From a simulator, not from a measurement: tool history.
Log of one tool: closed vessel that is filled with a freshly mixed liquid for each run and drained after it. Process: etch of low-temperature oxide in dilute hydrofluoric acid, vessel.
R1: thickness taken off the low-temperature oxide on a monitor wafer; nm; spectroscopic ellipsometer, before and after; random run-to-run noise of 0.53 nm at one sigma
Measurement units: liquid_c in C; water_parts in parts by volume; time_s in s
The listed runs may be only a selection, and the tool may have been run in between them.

run 1 day=0.000 | liquid_c=21.0 water_parts=130 time_s=595 | R1=113.260
run 2 day=0.042 | liquid_c=21.0 water_parts=130 time_s=595 | R1=112.550
run 3 day=0.417 | liquid_c=20.5 water_parts=135 time_s=595 | R1=104.880
run 4 day=0.450 | liquid_c=22.0 water_parts=135 time_s=595 | R1=114.060
run 5 day=0.692 | liquid_c=19.5 water_parts=135 time_s=595 | R1=103.250
run 6 day=0.879 | liquid_c=19.5 water_parts=135 time_s=630 | R1=109.170
run 7 day=1.112 | liquid_c=19.0 water_parts=140 time_s=630 | R1=101.190

What does the tool deliver on the next run?
run 8 day=1.483 | liquid_c=18.5 water_parts=145 time_s=630 | R1=?

Run 8 gave R1 97.324 nm.
